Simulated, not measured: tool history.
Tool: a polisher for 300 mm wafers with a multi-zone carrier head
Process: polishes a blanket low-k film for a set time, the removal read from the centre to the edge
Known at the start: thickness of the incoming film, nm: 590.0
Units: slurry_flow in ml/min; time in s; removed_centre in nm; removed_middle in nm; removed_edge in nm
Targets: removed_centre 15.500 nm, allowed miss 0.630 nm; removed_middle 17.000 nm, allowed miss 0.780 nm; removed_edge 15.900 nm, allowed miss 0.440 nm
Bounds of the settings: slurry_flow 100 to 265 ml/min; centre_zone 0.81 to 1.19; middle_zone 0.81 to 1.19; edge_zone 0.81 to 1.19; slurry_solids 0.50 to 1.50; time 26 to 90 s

| run | hour | slurry_flow | centre_zone | middle_zone | edge_zone | slurry_solids | time | removed_centre | removed_middle | removed_edge |
|---|---|---|---|---|---|---|---|---|---|---|
| 1 | 0.0 | 170 | 1.00 | 1.00 | 1.00 | 1.00 | 58 | 14.492 | 14.531 | 14.021 |
| 2 | 6.9 | 170 | 1.00 | 1.00 | 1.00 | 1.00 | 72 | 17.601 | 17.672 | 17.637 |
| 3 | 13.9 | 165 | 0.99 | 1.00 | 0.99 | 1.00 | 72 | 17.925 | 17.913 | 17.245 |
| 4 | 18.8 | 165 | 0.99 | 1.00 | 0.91 | 1.00 | 72 | 17.793 | 17.676 | 16.560 |
| 5 | 20.9 | 160 | 0.98 | 1.00 | 0.91 | 1.00 | 72 | 17.484 | 18.137 | 16.744 |
| 6 | 28.5 | 160 | 0.97 | 0.99 | 0.91 | 1.00 | 72 | 17.898 | 17.730 | 16.739 |
| 7 | 36.2 | 160 | 0.96 | 0.99 | 0.92 | 1.00 | 72 | 17.330 | 17.151 | 16.942 |
| 8 | 41.0 | 155 | 0.95 | 1.00 | 0.92 | 1.00 | 72 | 16.837 | 17.512 | 16.722 |
| 9 | 42.6 | 150 | 0.95 | 1.00 | 0.92 | 1.00 | 72 | 17.183 | 17.670 | 16.752 |
| 10 | 50.5 | 150 | 0.94 | 1.00 | 0.92 | 1.00 | 72 | 16.880 | 17.788 | 16.634 |
| 11 | 56.6 | 150 | 0.93 | 1.00 | 0.92 | 1.00 | 72 | 16.516 | 17.492 | 16.594 |
| 12 | 62.5 | 140 | 0.91 | 1.00 | 0.90 | 1.00 | 72 | 16.413 | 17.419 | 16.240 |

5 next moves are on the table. One of them brings every result within its allowed miss. Which?
| A | 68.4 | 165 | 0.85 | 0.95 | 0.93 | 0.95 | 74 | ? | ? | ? |
| B | 68.4 | 160 | 0.92 | 0.92 | 0.83 | 1.10 | 72 | ? | ? | ? |
| C | 68.4 | 100 | 1.00 | 0.98 | 0.83 | 1.00 | 81 | ? | ? | ? |
| D | 68.4 | 130 | 0.90 | 1.01 | 0.92 | 1.10 | 69 | ? | ? | ? |
| E | 68.4 | 100 | 1.04 | 1.16 | 0.81 | 1.15 | 72 | ? | ? | ? |

| move | removed_centre | removed_middle | removed_edge |
|---|---|---|---|
| A | 16.496 | 16.930 | 17.165 |
| B | 17.565 | 16.611 | 16.592 |
| C | 18.554 | 17.606 | 17.095 |
| D | 15.945 | 16.625 | 16.108 |
| E | 17.658 | 18.771 | 15.610 |
A: further off than the last run
B: further off than the last run
C: further off than the last run
D: meets every target
E: further off than the last run
Answer: D
